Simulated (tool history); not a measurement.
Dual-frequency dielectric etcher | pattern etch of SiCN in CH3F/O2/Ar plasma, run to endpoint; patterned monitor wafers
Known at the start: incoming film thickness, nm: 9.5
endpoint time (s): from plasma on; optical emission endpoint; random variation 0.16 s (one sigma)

| run | hour | source power (kW) | bias power (kW) | endpoint time (s) |
|---|---|---|---|---|
| 1 | 0 | 0.53 | 0.086 | 21.136 |
| 2 | 5.4 | 0.53 | 0.099 | 20.156 |
| 3 | 10.9 | 0.5 | 0.096 | 20.747 |
| 4 | 15.5 | 0.47 | 0.093 | 21.431 |
| 5 | 22.3 | 0.55 | 0.093 | 20.463 |
| 6 | 23.2 | 0.49 | 0.093 | 20.929 |
| 7 | 27 | 0.46 | 0.088 | 21.928 |

Forecast run 8:
| 8 | 29.3 | 0.44 | 0.086 | ? |

{"run 8": {"endpoint time (s)": 22.754}}
